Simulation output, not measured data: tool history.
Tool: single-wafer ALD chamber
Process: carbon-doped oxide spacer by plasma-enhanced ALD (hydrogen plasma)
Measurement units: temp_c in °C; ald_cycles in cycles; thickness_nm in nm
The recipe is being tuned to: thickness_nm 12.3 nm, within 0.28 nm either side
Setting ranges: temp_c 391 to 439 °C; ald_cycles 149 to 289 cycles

{"run": 1, "hour": 0.0, "temp_c": 415, "ald_cycles": 219, "thickness_nm": 10.633}
{"run": 2, "hour": 4.2, "temp_c": 415, "ald_cycles": 200, "thickness_nm": 9.7298}
{"run": 3, "hour": 7.6, "temp_c": 415, "ald_cycles": 227, "thickness_nm": 11.109}
{"run": 4, "hour": 11.0, "temp_c": 413, "ald_cycles": 230, "thickness_nm": 11.275}
{"run": 5, "hour": 19.5, "temp_c": 412, "ald_cycles": 234, "thickness_nm": 11.513}
{"run": 6, "hour": 27.7, "temp_c": 420, "ald_cycles": 234, "thickness_nm": 11.152}
{"run": 7, "hour": 33.1, "temp_c": 417, "ald_cycles": 236, "thickness_nm": 11.421}
{"run": 8, "hour": 40.9, "temp_c": 415, "ald_cycles": 238, "thickness_nm": 11.624}
{"run": 9, "hour": 47.9, "temp_c": 413, "ald_cycles": 239, "thickness_nm": 11.683}
{"run": 10, "hour": 49.7, "temp_c": 412, "ald_cycles": 241, "thickness_nm": 11.937}
{"run": 11, "hour": 57.0, "temp_c": 412, "ald_cycles": 241, "thickness_nm": 11.863}

Which one of the following 5 next-run settings gets every result inside its allowed miss? There is exactly one.
{"run": "A", "hour": 64.3, "temp_c": 413, "ald_cycles": 236, "thickness_nm": "?"}
{"run": "B", "hour": 64.3, "temp_c": 422, "ald_cycles": 241, "thickness_nm": "?"}
{"run": "C", "hour": 64.3, "temp_c": 392, "ald_cycles": 255, "thickness_nm": "?"}
{"run": "D", "hour": 64.3, "temp_c": 402, "ald_cycles": 241, "thickness_nm": "?"}
{"run": "E", "hour": 64.3, "temp_c": 399, "ald_cycles": 227, "thickness_nm": "?"}

move=A thickness_nm=11.566
move=B thickness_nm=11.463
move=C thickness_nm=13.001
move=D thickness_nm=12.237
move=E thickness_nm=11.573
A: the biggest miss grows against the last run
B: the biggest miss grows against the last run
C: carries the result that was furthest off beyond its target, to the other side
D: hits every target within its allowed miss
E: the biggest miss grows against the last run
Correct choice: D, which meets every target
